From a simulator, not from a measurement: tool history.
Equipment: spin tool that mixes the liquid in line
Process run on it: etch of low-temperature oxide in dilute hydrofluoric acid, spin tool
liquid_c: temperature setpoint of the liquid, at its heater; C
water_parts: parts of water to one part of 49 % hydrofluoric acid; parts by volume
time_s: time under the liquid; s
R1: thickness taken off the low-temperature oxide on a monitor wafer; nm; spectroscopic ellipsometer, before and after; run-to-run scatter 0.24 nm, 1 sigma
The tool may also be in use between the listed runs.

{"run": 1, "hour": 0.0, "liquid_c": 26.0, "water_parts": 230, "time_s": 295, "R1": 14.625}
{"run": 2, "hour": 1.3, "liquid_c": 27.5, "water_parts": 230, "time_s": 295, "R1": 15.87}
{"run": 3, "hour": 5.8, "liquid_c": 28.5, "water_parts": 225, "time_s": 295, "R1": 16.467}
{"run": 4, "hour": 11.0, "liquid_c": 29.0, "water_parts": 215, "time_s": 295, "R1": 17.755}
{"run": 5, "hour": 12.3, "liquid_c": 29.5, "water_parts": 210, "time_s": 295, "R1": 18.895}
{"run": 6, "hour": 19.0, "liquid_c": 31.5, "water_parts": 210, "time_s": 295, "R1": 19.813}
{"run": 7, "hour": 24.1, "liquid_c": 32.0, "water_parts": 205, "time_s": 295, "R1": 20.934}
{"run": 8, "hour": 25.9, "liquid_c": 32.0, "water_parts": 200, "time_s": 295, "R1": 21.524}
{"run": 9, "hour": 32.5, "liquid_c": 34.0, "water_parts": 155, "time_s": 295, "R1": 31.777}
{"run": 10, "hour": 38.6, "liquid_c": 34.0, "water_parts": 155, "time_s": 295, "R1": 31.505}
{"run": 11, "hour": 45.3, "liquid_c": 33.5, "water_parts": 155, "time_s": 295, "R1": 31.412}
{"run": 12, "hour": 53.7, "liquid_c": 33.0, "water_parts": 155, "time_s": 295, "R1": 30.225}
{"run": 13, "hour": 56.8, "liquid_c": 33.0, "water_parts": 155, "time_s": 295, "R1": 30.771}

Run 14 has not been measured yet. What should we expect?
{"run": 14, "hour": 59.7, "liquid_c": 32.5, "water_parts": 155, "time_s": 295, "R1": "?"}

Run 14 produced R1 30.344 nm.
